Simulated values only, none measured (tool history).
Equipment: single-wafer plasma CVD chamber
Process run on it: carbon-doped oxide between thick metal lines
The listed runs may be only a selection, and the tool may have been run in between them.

run,hour,heater temperature setpoint (K),chamber pressure (Torr),RF power (kW),deposition time (s),mean film thickness on the monitor wafer (angstrom)
1,0,638.15,3.55,0.62,56.7,2730.5
2,6.3,633.15,3.55,0.62,56.7,2768
3,7,635.15,3.39,0.61,56.6,2691.1
4,12.8,635.15,3.39,0.645,56.6,2835
5,14.5,635.15,3.39,0.645,53.9,2717.3
6,20.2,637.15,3.26,0.635,53.9,2637.7
7,24.6,639.15,3.17,0.635,53.9,2631.9
8,28.4,640.15,3.06,0.63,53.9,2602.7

The next listed run, before its measurement:
9,29.9,641.15,2.97,0.625,53.9,?

{"run 9": {"mean film thickness on the monitor wafer (angstrom)": 2552.5}}

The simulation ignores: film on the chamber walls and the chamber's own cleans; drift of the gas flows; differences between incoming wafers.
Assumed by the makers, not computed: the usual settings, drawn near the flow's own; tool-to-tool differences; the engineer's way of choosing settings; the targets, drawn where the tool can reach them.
